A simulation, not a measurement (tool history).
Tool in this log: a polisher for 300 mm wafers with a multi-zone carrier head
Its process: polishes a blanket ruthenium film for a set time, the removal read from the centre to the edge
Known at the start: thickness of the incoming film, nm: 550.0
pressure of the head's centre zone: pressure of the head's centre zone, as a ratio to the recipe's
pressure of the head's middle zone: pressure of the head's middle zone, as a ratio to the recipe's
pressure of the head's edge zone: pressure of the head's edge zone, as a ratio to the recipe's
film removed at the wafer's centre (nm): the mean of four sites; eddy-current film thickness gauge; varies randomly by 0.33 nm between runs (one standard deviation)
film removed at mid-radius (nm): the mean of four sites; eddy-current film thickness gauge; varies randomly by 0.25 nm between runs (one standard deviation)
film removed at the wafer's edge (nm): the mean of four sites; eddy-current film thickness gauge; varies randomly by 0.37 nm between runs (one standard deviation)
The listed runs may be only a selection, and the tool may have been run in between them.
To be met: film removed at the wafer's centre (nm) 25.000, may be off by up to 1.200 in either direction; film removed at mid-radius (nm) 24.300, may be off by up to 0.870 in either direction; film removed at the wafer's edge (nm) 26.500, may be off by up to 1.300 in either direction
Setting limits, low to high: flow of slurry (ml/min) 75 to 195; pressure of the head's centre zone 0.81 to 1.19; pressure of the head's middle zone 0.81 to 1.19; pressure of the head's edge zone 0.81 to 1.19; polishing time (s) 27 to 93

run	hour	flow of slurry (ml/min)	pressure of the head's centre zone	pressure of the head's middle zone	pressure of the head's edge zone	polishing time (s)	film removed at the wafer's centre (nm)	film removed at mid-radius (nm)	film removed at the wafer's edge (nm)
1	0.0	125	1.00	1.00	1.00	59	50.801	51.207	50.092
2	8.2	125	0.93	1.00	1.00	59	48.073	51.106	52.495
3	15.1	115	0.93	0.97	0.97	52	41.755	43.026	43.821
4	16.5	110	0.91	0.94	0.96	47	37.055	37.478	39.099
5	23.6	105	0.90	0.92	0.94	43	32.269	33.783	35.383
6	28.6	105	0.90	0.92	1.02	43	32.510	33.175	37.004
7	31.2	90	0.93	0.85	0.92	27	19.795	18.543	21.618
8	38.9	105	0.92	0.85	0.92	27	20.710	19.300	22.065
9	42.7	120	0.91	0.86	0.94	27	21.784	20.016	23.067
10	48.7	130	0.90	0.87	0.95	27	21.892	21.237	22.745
11	50.6	130	0.90	0.88	0.98	28	22.440	21.717	24.437
12	56.7	135	0.90	0.89	0.99	28	22.574	21.821	24.568
13	61.5	140	0.90	0.90	1.00	28	23.315	23.080	24.646
14	68.4	140	0.91	0.90	1.02	28	23.191	22.632	25.431
15	72.3	145	0.92	0.91	1.02	28	23.424	22.874	25.591

5 next moves are on the table. One of them brings every result within its allowed miss. Which?
A	76.2	75	0.97	0.84	1.19	32	?	?	?
B	76.2	100	0.85	1.08	1.14	29	?	?	?
C	76.2	165	0.90	0.89	0.99	29	?	?	?
D	76.2	145	0.91	0.83	1.00	29	?	?	?
E	76.2	105	0.91	0.87	1.15	30	?	?	?

move	film removed at the wafer's centre (nm)	film removed at mid-radius (nm)	film removed at the wafer's edge (nm)
A	23.367	20.436	26.809
B	20.745	25.150	25.199
C	24.972	23.926	25.492
D	24.563	22.052	25.196
E	23.319	21.986	26.503
A: further off than the last run
B: corrects the largest miss of the last run, while another result sits out of spec
C: hits every target within its allowed miss
D: further off than the last run
E: further off than the last run
C is the move that brings every result within its allowed miss.

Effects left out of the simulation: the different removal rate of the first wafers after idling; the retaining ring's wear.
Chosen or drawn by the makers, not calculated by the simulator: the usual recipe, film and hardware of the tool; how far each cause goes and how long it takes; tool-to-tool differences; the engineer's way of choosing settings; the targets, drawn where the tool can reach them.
